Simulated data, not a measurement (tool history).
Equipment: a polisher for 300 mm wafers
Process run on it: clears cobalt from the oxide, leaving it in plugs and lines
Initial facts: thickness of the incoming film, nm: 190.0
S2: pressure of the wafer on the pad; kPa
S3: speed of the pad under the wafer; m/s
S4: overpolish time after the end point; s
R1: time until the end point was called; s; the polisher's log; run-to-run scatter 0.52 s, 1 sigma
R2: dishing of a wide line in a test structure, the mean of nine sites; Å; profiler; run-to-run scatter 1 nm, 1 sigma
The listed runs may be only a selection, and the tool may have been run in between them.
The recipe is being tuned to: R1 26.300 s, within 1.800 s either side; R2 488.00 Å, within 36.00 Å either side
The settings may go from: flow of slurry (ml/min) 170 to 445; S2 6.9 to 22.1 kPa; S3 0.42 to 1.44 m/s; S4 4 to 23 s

Run 1, hour 0.0: flow of slurry (ml/min) 285, S2 14.5 kPa, S3 0.92 m/s, S4 12 s. Result: R1 43.525 s, R2 358.09 Å.
Run 2, hour 2.6: flow of slurry (ml/min) 285, S2 15.9 kPa, S3 0.94 m/s, S4 12 s. Result: R1 36.704 s, R2 389.10 Å.
Run 3, hour 6.4: flow of slurry (ml/min) 285, S2 16.5 kPa, S3 0.94 m/s, S4 12 s. Result: R1 35.703 s, R2 389.26 Å.
Run 4, hour 10.2: flow of slurry (ml/min) 285, S2 16.5 kPa, S3 0.84 m/s, S4 12 s. Result: R1 41.037 s, R2 358.13 Å.
Run 5, hour 12.9: flow of slurry (ml/min) 285, S2 14.5 kPa, S3 0.84 m/s, S4 12 s. Result: R1 44.489 s, R2 352.13 Å.
Run 6, hour 15.1: flow of slurry (ml/min) 285, S2 13.1 kPa, S3 0.84 m/s, S4 12 s. Result: R1 51.150 s, R2 316.75 Å.
Run 7, hour 16.9: flow of slurry (ml/min) 285, S2 14.5 kPa, S3 0.86 m/s, S4 12 s. Result: R1 44.829 s, R2 351.71 Å.
Run 8, hour 18.3: flow of slurry (ml/min) 285, S2 15.9 kPa, S3 0.88 m/s, S4 12 s. Result: R1 41.410 s, R2 362.38 Å.
Run 9, hour 19.2: flow of slurry (ml/min) 285, S2 17.2 kPa, S3 0.90 m/s, S4 12 s. Result: R1 36.841 s, R2 385.75 Å.

Of the 5 settings listed for the next run, only one would bring every result within its allowed miss of target. Which one?
Run A, hour 20.1: flow of slurry (ml/min) 190, S2 22.1 kPa, S3 1.10 m/s, S4 4 s. Result: R1 ?, R2 ?.
Run B, hour 20.1: flow of slurry (ml/min) 310, S2 20.7 kPa, S3 1.02 m/s, S4 14 s. Result: R1 ?, R2 ?.
Run C, hour 20.1: flow of slurry (ml/min) 285, S2 13.1 kPa, S3 0.64 m/s, S4 13 s. Result: R1 ?, R2 ?.
Run D, hour 20.1: flow of slurry (ml/min) 265, S2 13.1 kPa, S3 0.74 m/s, S4 23 s. Result: R1 ?, R2 ?.
Run E, hour 20.1: flow of slurry (ml/min) 270, S2 14.5 kPa, S3 0.94 m/s, S4 10 s. Result: R1 ?, R2 ?.

move      R1      R2
   A  24.228  247.37
   B  26.151  481.26
   C  64.502  286.95
   D  56.543  433.34
   E  40.638  326.92
A: pushes the last run's worst result past its target
B: every result lands within tolerance
C: its largest miss is bigger than the last run's
D: its largest miss is bigger than the last run's
E: its largest miss is bigger than the last run's
Answer: B
